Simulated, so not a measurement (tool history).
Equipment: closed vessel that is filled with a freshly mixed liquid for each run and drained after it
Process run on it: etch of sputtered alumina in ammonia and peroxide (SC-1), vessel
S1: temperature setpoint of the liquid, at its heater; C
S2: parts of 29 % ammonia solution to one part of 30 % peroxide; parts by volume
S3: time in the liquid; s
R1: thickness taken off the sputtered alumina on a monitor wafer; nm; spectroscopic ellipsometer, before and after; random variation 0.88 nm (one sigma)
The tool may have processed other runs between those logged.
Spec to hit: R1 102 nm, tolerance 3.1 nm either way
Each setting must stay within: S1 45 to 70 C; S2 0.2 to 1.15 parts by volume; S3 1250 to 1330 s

run,hour,S1,S2,S3,R1
1,0,61,0.65,1250,68.177
2,6.9,61,0.55,1250,67.668
3,8.9,61,0.7,1250,69.078
4,10.1,57.5,0.7,1250,57.584
5,15.8,60,0.7,1250,65.217
6,22.3,60,0.5,1250,62.098
7,23.1,62,0.5,1250,70.57
8,25.5,63.5,0.5,1250,75.909
9,33.1,64.5,0.5,1250,79.715

Exactly one of the 4 candidate moves below puts every result within its allowed miss. Which one?
A,40.7,68,0.5,1330,?
B,40.7,70,0.6,1330,?
C,40.7,61,0.45,1330,?
D,40.7,68.5,0.3,1270,?

move,R1
A,100.7
B,112.84
C,70.353
D,93.891
A: each result inside its tolerance
B: the result that was furthest off in the last run now lies on the other side of its target
C: the biggest miss grows against the last run
D: closer than the last run, but not yet in spec
The move that meets every target is A.
